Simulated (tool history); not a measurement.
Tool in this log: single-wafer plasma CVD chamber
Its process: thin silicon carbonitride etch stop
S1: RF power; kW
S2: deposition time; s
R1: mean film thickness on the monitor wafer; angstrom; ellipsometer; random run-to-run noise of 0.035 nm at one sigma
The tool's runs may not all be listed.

run  hour     S1    S2      R1
  1     0    0.2  15.2  84.845
  2   2.3   0.19  15.2  82.984
  3   4.1   0.18  14.6  78.829
  4     5  0.175    14  73.912
  5   9.4    0.2    14   76.83
  6  17.5    0.2  12.8  70.016
  7  24.5  0.195  12.6    68.8
  8  29.2  0.165  11.1  58.093

Run 9, settings as shown, results not yet in. Your forecast:
  9  36.6  0.17  11.1   ?

{"run 9": {"R1": 58.012}}

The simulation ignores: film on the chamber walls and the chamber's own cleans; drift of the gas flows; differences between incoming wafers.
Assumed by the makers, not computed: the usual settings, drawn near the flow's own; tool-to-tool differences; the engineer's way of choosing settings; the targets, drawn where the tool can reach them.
